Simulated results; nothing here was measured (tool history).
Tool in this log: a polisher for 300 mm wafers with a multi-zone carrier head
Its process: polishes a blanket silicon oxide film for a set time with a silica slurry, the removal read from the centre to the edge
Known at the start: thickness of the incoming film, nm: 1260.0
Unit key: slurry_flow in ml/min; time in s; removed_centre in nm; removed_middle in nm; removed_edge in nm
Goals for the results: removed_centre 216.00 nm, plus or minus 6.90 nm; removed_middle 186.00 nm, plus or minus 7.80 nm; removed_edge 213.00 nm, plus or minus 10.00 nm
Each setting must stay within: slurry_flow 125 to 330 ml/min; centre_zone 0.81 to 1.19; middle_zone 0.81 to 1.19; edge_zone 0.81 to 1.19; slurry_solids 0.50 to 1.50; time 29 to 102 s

{"run": 1, "hour": 0.0, "slurry_flow": 210, "centre_zone": 1.0, "middle_zone": 1.0, "edge_zone": 1.0, "slurry_solids": 1.0, "time": 65, "removed_centre": 200.35, "removed_middle": 185.62, "removed_edge": 183.29}
{"run": 2, "hour": 1.7, "slurry_flow": 210, "centre_zone": 1.0, "middle_zone": 1.0, "edge_zone": 1.0, "slurry_solids": 0.9, "time": 65, "removed_centre": 188.82, "removed_middle": 176.36, "removed_edge": 168.33}
{"run": 3, "hour": 8.8, "slurry_flow": 210, "centre_zone": 1.0, "middle_zone": 1.0, "edge_zone": 1.0, "slurry_solids": 0.9, "time": 54, "removed_centre": 159.57, "removed_middle": 148.9, "removed_edge": 143.61}
{"run": 4, "hour": 13.9, "slurry_flow": 260, "centre_zone": 1.0, "middle_zone": 1.0, "edge_zone": 1.0, "slurry_solids": 0.9, "time": 54, "removed_centre": 162.12, "removed_middle": 153.68, "removed_edge": 147.1}
{"run": 5, "hour": 17.0, "slurry_flow": 260, "centre_zone": 0.96, "middle_zone": 1.0, "edge_zone": 1.0, "slurry_solids": 0.9, "time": 54, "removed_centre": 156.84, "removed_middle": 153.22, "removed_edge": 150.29}
{"run": 6, "hour": 25.0, "slurry_flow": 265, "centre_zone": 0.97, "middle_zone": 0.99, "edge_zone": 1.02, "slurry_solids": 0.95, "time": 54, "removed_centre": 163.0, "removed_middle": 154.23, "removed_edge": 150.23}
{"run": 7, "hour": 26.2, "slurry_flow": 205, "centre_zone": 0.87, "middle_zone": 0.89, "edge_zone": 1.11, "slurry_solids": 1.2, "time": 71, "removed_centre": 208.82, "removed_middle": 200.81, "removed_edge": 226.56}
{"run": 8, "hour": 29.8, "slurry_flow": 205, "centre_zone": 0.88, "middle_zone": 0.88, "edge_zone": 1.1, "slurry_solids": 1.2, "time": 71, "removed_centre": 209.77, "removed_middle": 197.02, "removed_edge": 223.48}

Next run, 5 choices. One meets every target within its allowed miss, the rest don't. Which?
{"run": "A", "hour": 33.4, "slurry_flow": 205, "centre_zone": 0.95, "middle_zone": 0.87, "edge_zone": 1.09, "slurry_solids": 1.2, "time": 68, "removed_centre": "?", "removed_middle": "?", "removed_edge": "?"}
{"run": "B", "hour": 33.4, "slurry_flow": 210, "centre_zone": 0.87, "middle_zone": 0.85, "edge_zone": 1.11, "slurry_solids": 1.45, "time": 68, "removed_centre": "?", "removed_middle": "?", "removed_edge": "?"}
{"run": "C", "hour": 33.4, "slurry_flow": 215, "centre_zone": 0.87, "middle_zone": 0.91, "edge_zone": 1.08, "slurry_solids": 1.2, "time": 71, "removed_centre": "?", "removed_middle": "?", "removed_edge": "?"}
{"run": "D", "hour": 33.4, "slurry_flow": 260, "centre_zone": 0.98, "middle_zone": 1.07, "edge_zone": 1.05, "slurry_solids": 0.95, "time": 72, "removed_centre": "?", "removed_middle": "?", "removed_edge": "?"}
{"run": "E", "hour": 33.4, "slurry_flow": 210, "centre_zone": 0.85, "middle_zone": 0.87, "edge_zone": 1.19, "slurry_solids": 1.15, "time": 70, "removed_centre": "?", "removed_middle": "?", "removed_edge": "?"}

move=A removed_centre=216.97 removed_middle=187.29 removed_edge=213.74
move=B removed_centre=216.72 removed_middle=198.84 removed_edge=233.07
move=C removed_centre=210.74 removed_middle=204.42 removed_edge=223.21
move=D removed_centre=220.12 removed_middle=218.65 removed_edge=204.06
move=E removed_centre=198.99 removed_middle=190.04 removed_edge=225.90
A: all results in spec
B: lands further from the targets than the last run did
C: lands further from the targets than the last run did
D: lands further from the targets than the last run did
E: brings the last run's worst result on target, with another outside its allowed miss
So the answer is move A, the one that meets all the targets.

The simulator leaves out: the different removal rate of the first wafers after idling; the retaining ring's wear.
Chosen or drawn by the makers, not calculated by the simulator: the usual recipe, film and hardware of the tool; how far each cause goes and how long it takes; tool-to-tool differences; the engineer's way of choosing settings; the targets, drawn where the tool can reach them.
